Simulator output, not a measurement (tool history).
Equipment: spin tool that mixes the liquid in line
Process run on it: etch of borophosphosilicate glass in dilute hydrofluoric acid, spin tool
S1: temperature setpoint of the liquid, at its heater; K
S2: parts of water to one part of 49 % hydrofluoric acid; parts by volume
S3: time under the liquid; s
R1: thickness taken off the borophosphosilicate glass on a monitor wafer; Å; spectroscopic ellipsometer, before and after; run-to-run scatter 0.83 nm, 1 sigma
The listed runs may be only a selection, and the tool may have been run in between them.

run  hour      S1   S2   S3      R1
  1     0  298.15  260  325  572.84
  2   0.8  299.15  250  325     620
  3   1.9  299.15  210  325  770.27
  4   8.9  300.15  205  325  812.49
  5  15.8  300.15  285  325  538.06
  6  19.2  296.65  285  325  478.47
  7  21.6  297.65  270  325   533.7
  8  27.9  298.65  260  325  577.43
  9  35.4  299.65  250  325  633.59
 10    38  300.15  240  325  678.86
 11  41.6  300.65  230  325  725.74

Estimate the outcome of run 12 from the log above:
 12  47.1  301.15  225  325   ?

{"run 12": {"R1": 761.83}}

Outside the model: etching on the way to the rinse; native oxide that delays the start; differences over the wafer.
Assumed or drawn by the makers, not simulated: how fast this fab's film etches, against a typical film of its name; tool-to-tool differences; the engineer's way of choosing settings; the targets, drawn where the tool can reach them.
